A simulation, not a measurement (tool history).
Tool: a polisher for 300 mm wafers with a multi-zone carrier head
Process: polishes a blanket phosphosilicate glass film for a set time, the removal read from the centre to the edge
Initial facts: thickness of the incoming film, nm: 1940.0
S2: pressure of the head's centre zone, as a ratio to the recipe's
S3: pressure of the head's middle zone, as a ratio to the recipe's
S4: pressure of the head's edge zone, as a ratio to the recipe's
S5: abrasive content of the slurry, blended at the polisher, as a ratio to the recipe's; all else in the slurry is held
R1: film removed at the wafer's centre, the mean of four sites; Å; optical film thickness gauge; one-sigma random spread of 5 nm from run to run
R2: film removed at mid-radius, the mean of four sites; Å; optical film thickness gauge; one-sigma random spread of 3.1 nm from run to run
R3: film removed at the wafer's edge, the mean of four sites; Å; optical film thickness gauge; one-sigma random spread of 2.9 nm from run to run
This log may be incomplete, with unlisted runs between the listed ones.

Run 1, day 0: flow of slurry (ml/min) 290, S2 1, S3 1, S4 1, S5 1, polishing time (s) 51. Result: R1 4626.9 Å, R2 4635 Å, R3 4623 Å.
Run 2, day 0.033: flow of slurry (ml/min) 290, S2 1, S3 1, S4 0.98, S5 0.95, polishing time (s) 51. Result: R1 4539.9 Å, R2 4517.3 Å, R3 4467.1 Å.
Run 3, day 0.062: flow of slurry (ml/min) 290, S2 1, S3 1, S4 0.96, S5 0.9, polishing time (s) 51. Result: R1 4470.8 Å, R2 4301.9 Å, R3 4209.5 Å.
Run 4, day 0.404: flow of slurry (ml/min) 290, S2 1, S3 1, S4 0.96, S5 1, polishing time (s) 51. Result: R1 4761.4 Å, R2 4598.7 Å, R3 4433.9 Å.
At day 0.679: centre zone pressure recalibrated.
Run 5, day 0.679: flow of slurry (ml/min) 350, S2 1, S3 1, S4 0.96, S5 1, polishing time (s) 51. Result: R1 4463.7 Å, R2 4627.8 Å, R3 4594.3 Å.
Run 6, day 1.029: flow of slurry (ml/min) 340, S2 0.98, S3 0.99, S4 0.94, S5 1, polishing time (s) 51. Result: R1 4443.6 Å, R2 4619.2 Å, R3 4506.2 Å.
Run 7, day 1.25: flow of slurry (ml/min) 330, S2 0.97, S3 0.98, S4 0.92, S5 1, polishing time (s) 51. Result: R1 4419.6 Å, R2 4586.4 Å, R3 4488.3 Å.

Run 8 comes next. What will it give?
Run 8, day 1.371: flow of slurry (ml/min) 320, S2 0.97, S3 0.98, S4 0.91, S5 0.95, polishing time (s) 51. Result: R1 ?, R2 ?, R3 ?.

{"run 8": {"R1": 4277.1, "R2": 4412.3, "R3": 4330.2}}
